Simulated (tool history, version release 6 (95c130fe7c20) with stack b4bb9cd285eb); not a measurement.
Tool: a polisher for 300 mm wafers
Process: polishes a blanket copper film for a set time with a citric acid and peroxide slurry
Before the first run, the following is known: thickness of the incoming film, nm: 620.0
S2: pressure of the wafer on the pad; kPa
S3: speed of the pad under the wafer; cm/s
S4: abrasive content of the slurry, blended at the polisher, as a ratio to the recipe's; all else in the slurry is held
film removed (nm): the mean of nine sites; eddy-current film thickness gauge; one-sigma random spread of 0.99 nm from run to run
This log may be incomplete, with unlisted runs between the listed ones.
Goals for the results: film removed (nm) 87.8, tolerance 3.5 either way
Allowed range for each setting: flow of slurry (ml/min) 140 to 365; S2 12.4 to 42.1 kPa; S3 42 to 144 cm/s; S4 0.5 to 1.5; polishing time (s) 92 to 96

{"run": 1, "hour": 0.0, "flow of slurry (ml/min)": 235, "S2": 26.9, "S3": 92, "S4": 1, "polishing time (s)": 92, "film removed (nm)": 207}
{"run": 2, "hour": 8.4, "flow of slurry (ml/min)": 235, "S2": 24.1, "S3": 86, "S4": 1, "polishing time (s)": 92, "film removed (nm)": 180.33}
{"run": 3, "hour": 14.7, "flow of slurry (ml/min)": 235, "S2": 30.3, "S3": 86, "S4": 1, "polishing time (s)": 92, "film removed (nm)": 218.9}
{"run": 4, "hour": 17.1, "flow of slurry (ml/min)": 235, "S2": 30.3, "S3": 86, "S4": 1, "polishing time (s)": 96, "film removed (nm)": 228.18}
{"run": 5, "hour": 20.1, "flow of slurry (ml/min)": 235, "S2": 36.5, "S3": 86, "S4": 1, "polishing time (s)": 96, "film removed (nm)": 275.39}
{"run": 6, "hour": 21.1, "flow of slurry (ml/min)": 235, "S2": 36.5, "S3": 86, "S4": 1, "polishing time (s)": 96, "film removed (nm)": 268.38}
{"run": 7, "hour": 21.9, "flow of slurry (ml/min)": 235, "S2": 32.4, "S3": 78, "S4": 1, "polishing time (s)": 96, "film removed (nm)": 220.31}
{"run": 8, "hour": 28.2, "flow of slurry (ml/min)": 235, "S2": 24.8, "S3": 52, "S4": 0.95, "polishing time (s)": 95, "film removed (nm)": 116.35}
{"run": 9, "hour": 29.2, "flow of slurry (ml/min)": 235, "S2": 23.4, "S3": 52, "S4": 0.95, "polishing time (s)": 95, "film removed (nm)": 110.76}
{"run": 10, "hour": 30.8, "flow of slurry (ml/min)": 235, "S2": 16.5, "S3": 50, "S4": 0.95, "polishing time (s)": 95, "film removed (nm)": 78.418}
{"run": 11, "hour": 32.6, "flow of slurry (ml/min)": 235, "S2": 17.2, "S3": 50, "S4": 0.95, "polishing time (s)": 95, "film removed (nm)": 81.308}
{"run": 12, "hour": 39.6, "flow of slurry (ml/min)": 235, "S2": 17.9, "S3": 50, "S4": 0.95, "polishing time (s)": 95, "film removed (nm)": 84.209}

Which single option among these 5 for the next run brings every result within its allowed miss of target? Just one does.
{"run": "A", "hour": 46.6, "flow of slurry (ml/min)": 200, "S2": 16.5, "S3": 48, "S4": 1.05, "polishing time (s)": 95, "film removed (nm)": "?"}
{"run": "B", "hour": 46.6, "flow of slurry (ml/min)": 255, "S2": 17.9, "S3": 58, "S4": 0.85, "polishing time (s)": 96, "film removed (nm)": "?"}
{"run": "C", "hour": 46.6, "flow of slurry (ml/min)": 240, "S2": 20, "S3": 50, "S4": 1.15, "polishing time (s)": 92, "film removed (nm)": "?"}
{"run": "D", "hour": 46.6, "flow of slurry (ml/min)": 200, "S2": 15.2, "S3": 62, "S4": 1, "polishing time (s)": 92, "film removed (nm)": "?"}
{"run": "E", "hour": 46.6, "flow of slurry (ml/min)": 245, "S2": 21.4, "S3": 48, "S4": 0.95, "polishing time (s)": 94, "film removed (nm)": "?"}

move=A film_removed_(nm)=76.042
move=B film_removed_(nm)=95.017
move=C film_removed_(nm)=93.271
move=D film_removed_(nm)=85.904
move=E film_removed_(nm)=92.722
A: its largest miss is bigger than the last run's
B: carries the result that was furthest off beyond its target, to the other side
C: carries the result that was furthest off beyond its target, to the other side
D: in spec on every target
E: carries the result that was furthest off beyond its target, to the other side
Move D is the one to make.

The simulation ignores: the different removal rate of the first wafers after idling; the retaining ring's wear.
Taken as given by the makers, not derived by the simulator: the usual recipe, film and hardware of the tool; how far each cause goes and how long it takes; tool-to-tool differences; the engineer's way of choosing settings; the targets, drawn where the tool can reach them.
